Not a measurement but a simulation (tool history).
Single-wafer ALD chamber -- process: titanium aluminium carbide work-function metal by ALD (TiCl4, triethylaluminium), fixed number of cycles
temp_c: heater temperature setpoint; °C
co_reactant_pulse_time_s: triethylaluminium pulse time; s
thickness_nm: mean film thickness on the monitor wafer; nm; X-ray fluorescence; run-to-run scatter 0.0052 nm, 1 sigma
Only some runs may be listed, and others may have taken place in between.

run	day	temp_c	co_reactant_pulse_time_s	thickness_nm
1	0	295	7.77	1.6378
2	0.142	295	9.09	1.6923
3	0.379	299	9.09	1.7154
4	0.567	293	9.09	1.6688
5	0.717	282	9.09	1.5748
6	0.992	280	8.97	1.5529
7	1.196	278	8.88	1.5407
8	1.533	277	8.8	1.5258

Run 9 has not been measured yet. What should we expect?
# day 1.562: triethylaluminium bottle replaced
9	1.562	276	8.75	?

Run 9 yielded thickness_nm 1.5512 nm.

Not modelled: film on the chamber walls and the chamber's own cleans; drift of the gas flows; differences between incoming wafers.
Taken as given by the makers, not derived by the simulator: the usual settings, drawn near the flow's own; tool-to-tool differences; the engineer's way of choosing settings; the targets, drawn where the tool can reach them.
